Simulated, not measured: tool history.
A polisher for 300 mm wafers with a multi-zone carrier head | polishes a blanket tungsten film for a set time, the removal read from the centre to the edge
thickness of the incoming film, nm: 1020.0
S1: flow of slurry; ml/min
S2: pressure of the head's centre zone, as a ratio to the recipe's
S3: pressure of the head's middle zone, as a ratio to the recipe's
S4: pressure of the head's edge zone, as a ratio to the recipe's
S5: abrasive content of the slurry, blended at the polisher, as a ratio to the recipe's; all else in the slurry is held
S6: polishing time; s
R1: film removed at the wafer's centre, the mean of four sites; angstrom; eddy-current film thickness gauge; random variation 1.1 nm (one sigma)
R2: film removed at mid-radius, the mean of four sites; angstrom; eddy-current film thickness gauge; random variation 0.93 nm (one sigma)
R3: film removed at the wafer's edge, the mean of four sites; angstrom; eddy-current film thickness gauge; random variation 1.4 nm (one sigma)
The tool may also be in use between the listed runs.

run 1 day=0 | S1=295 S2=1 S3=1 S4=1 S5=1 S6=43 | R1=2808.4 R2=2826.5 R3=2829.4
run 2 day=0.183 | S1=290 S2=0.97 S3=1 S4=0.97 S5=0.9 S6=39 | R1=2418.8 R2=2470.5 R3=2479.1
run 3 day=0.471 | S1=290 S2=0.97 S3=1.03 S4=0.97 S5=0.9 S6=39 | R1=2361.8 R2=2535.1 R3=2473.6
run 4 day=0.525 | S1=290 S2=0.97 S3=1.03 S4=0.94 S5=0.9 S6=39 | R1=2428.9 R2=2547.2 R3=2471.4
run 5 day=0.558 | S1=290 S2=0.95 S3=1.04 S4=0.93 S5=0.85 S6=36 | R1=2136.9 R2=2310.7 R3=2195.9
run 6 day=0.762 | S1=285 S2=0.93 S3=1.04 S4=0.92 S5=0.8 S6=34 | R1=1977.7 R2=2153.8 R3=2030.5
run 7 day=1.079 | S1=275 S2=0.91 S3=1.04 S4=0.92 S5=0.75 S6=32 | R1=1738.8 R2=1977.7 R3=1883.5
run 8 day=1.117 | S1=280 S2=0.87 S3=1.02 S4=0.82 S5=0.5 S6=25 | R1=1154.8 R2=1359.3 R3=1243
run 9 day=1.208 | S1=285 S2=0.87 S3=1.03 S4=0.85 S5=0.5 S6=25 | R1=1154.4 R2=1377.9 R3=1258.7
run 10 day=1.283 | S1=285 S2=0.88 S3=1.04 S4=0.88 S5=0.5 S6=25 | R1=1176.3 R2=1385 R3=1277
run 11 day=1.462 | S1=280 S2=0.88 S3=1.05 S4=0.9 S5=0.5 S6=25 | R1=1182.5 R2=1400.6 R3=1304.7
run 12 day=1.5 | S1=280 S2=0.88 S3=1.06 S4=0.92 S5=0.5 S6=25 | R1=1150.9 R2=1417.6 R3=1300.2
run 13 day=1.783 | S1=280 S2=0.89 S3=1.06 S4=0.94 S5=0.5 S6=25 | R1=1198.5 R2=1411.3 R3=1306
run 14 day=1.842 | S1=275 S2=0.89 S3=1.07 S4=0.96 S5=0.5 S6=25 | R1=1193.2 R2=1413.1 R3=1305.7
run 15 day=1.908 | S1=350 S2=0.89 S3=1.11 S4=1.06 S5=0.65 S6=25 | R1=1313.9 R2=1613.2 R3=1511.7
run 16 day=1.954 | S1=345 S2=0.89 S3=1.1 S4=1.05 S5=0.65 S6=25 | R1=1312.2 R2=1586.8 R3=1517.6
run 17 day=2.288 | S1=340 S2=0.89 S3=1.1 S4=1.04 S5=0.65 S6=25 | R1=1301.8 R2=1597.3 R3=1539.8
run 18 day=2.608 | S1=360 S2=0.92 S3=1.09 S4=0.95 S5=0.5 S6=24 | R1=1221.4 R2=1414.7 R3=1298.6
run 19 day=2.979 | S1=360 S2=0.92 S3=1.1 S4=0.97 S5=0.5 S6=24 | R1=1210.2 R2=1419.3 R3=1339.3

Forecast run 20:
-- day=3.154 worn pad replaced by a new one
run 20 day=3.154 | S1=365 S2=0.92 S3=1.11 S4=0.98 S5=0.5 S6=24 | R1=? R2=? R3=?

Run 20 gave R1 1384 angstrom, R2 1626 angstrom, R3 1467.5 angstrom.
